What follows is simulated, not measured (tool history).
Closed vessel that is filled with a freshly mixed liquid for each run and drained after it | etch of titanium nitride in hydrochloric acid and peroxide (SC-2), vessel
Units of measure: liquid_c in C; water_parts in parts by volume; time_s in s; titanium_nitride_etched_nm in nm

run 1 hour=0 | liquid_c=53 water_parts=11.5 time_s=965 | titanium_nitride_etched_nm=18.88
run 2 hour=4.1 | liquid_c=56.5 water_parts=11.5 time_s=965 | titanium_nitride_etched_nm=23.845
run 3 hour=13 | liquid_c=54.5 water_parts=11.5 time_s=965 | titanium_nitride_etched_nm=20.564
run 4 hour=19 | liquid_c=54.5 water_parts=13.5 time_s=965 | titanium_nitride_etched_nm=18.017
run 5 hour=27.2 | liquid_c=60.5 water_parts=13.5 time_s=965 | titanium_nitride_etched_nm=26.302
-- hour=28.8 new drum of peroxide connected
run 6 hour=28.8 | liquid_c=57.5 water_parts=13.5 time_s=965 | titanium_nitride_etched_nm=22.789

Run 7 is up next; what results do you expect?
run 7 hour=36.4 | liquid_c=55.5 water_parts=13.5 time_s=965 | titanium_nitride_etched_nm=?

{"run 7": {"titanium_nitride_etched_nm": 20.312}}
